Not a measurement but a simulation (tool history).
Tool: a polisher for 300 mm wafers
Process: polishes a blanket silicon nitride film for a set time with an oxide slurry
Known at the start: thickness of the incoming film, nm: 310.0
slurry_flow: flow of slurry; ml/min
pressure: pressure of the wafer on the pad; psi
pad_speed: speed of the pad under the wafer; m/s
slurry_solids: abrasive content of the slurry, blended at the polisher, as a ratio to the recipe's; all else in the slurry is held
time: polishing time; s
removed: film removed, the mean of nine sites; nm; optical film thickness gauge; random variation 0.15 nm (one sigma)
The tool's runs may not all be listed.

| run | hour | slurry_flow | pressure | pad_speed | slurry_solids | time | removed |
|---|---|---|---|---|---|---|---|
| 1 | 0 | 160 | 3.6 | 1.2 | 1 | 39 | 27.137 |
| 2 | 1.4 | 160 | 4.2 | 1.2 | 1 | 39 | 29.864 |
| 3 | 9.1 | 160 | 4.2 | 1.1 | 1 | 39 | 27.954 |
| 4 | 15.9 | 160 | 4.2 | 0.84 | 1 | 39 | 22.582 |
|  | 24.2 | slurry blender recalibrated |
| 5 | 24.2 | 160 | 4.2 | 0.84 | 1 | 39 | 24.703 |
| 6 | 30.7 | 155 | 4.1 | 0.84 | 1 | 39 | 24.043 |
| 7 | 39 | 160 | 4.1 | 0.84 | 1 | 39 | 24.577 |
| 8 | 42 | 155 | 4 | 0.84 | 1 | 39 | 23.894 |
| 9 | 43.5 | 160 | 3.9 | 0.84 | 1 | 39 | 23.526 |

Forecast run 10:
| 10 | 48.2 | 155 | 3.8 | 0.84 | 1 | 39 | ? |

removed: 23.363 nm
